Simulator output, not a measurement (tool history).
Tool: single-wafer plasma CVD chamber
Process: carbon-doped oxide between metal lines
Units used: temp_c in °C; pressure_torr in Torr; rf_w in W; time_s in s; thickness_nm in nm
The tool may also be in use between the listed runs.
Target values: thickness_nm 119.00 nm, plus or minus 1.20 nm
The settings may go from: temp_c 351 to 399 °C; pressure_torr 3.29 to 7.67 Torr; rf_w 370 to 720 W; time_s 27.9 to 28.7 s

run	hour	temp_c	pressure_torr	rf_w	time_s	thickness_nm
1	0.0	375	5.48	545	27.9	137.03
2	5.0	375	5.48	590	27.9	142.22
3	6.6	375	5.48	590	28.7	145.94
4	10.0	375	4.52	590	28.7	142.13
5	10.6	380	4.12	555	28.7	133.36
6	15.6	380	3.64	555	28.7	131.64
7	23.7	385	3.53	540	28.7	127.91
8	32.3	388	3.45	525	28.7	125.27
9	39.4	390	3.40	515	28.7	122.53
10	44.2	392	3.36	510	28.7	121.70
11	47.8	393	3.34	505	28.7	120.93

Which single option among these 4 for the next run brings every result within its allowed miss of target? Just one does.
A	51.4	379	3.29	520	27.9	?
B	51.4	394	3.33	480	28.5	?
C	51.4	394	3.40	515	28.1	?
D	51.4	385	3.70	500	28.1	?

move	thickness_nm
A	123.12
B	117.16
C	119.75
D	121.64
A: misses by more than the last run did
B: the result that was furthest off in the last run now lies on the other side of its target
C: hits every target within its allowed miss
D: misses by more than the last run did
Correct choice: C, which meets every target
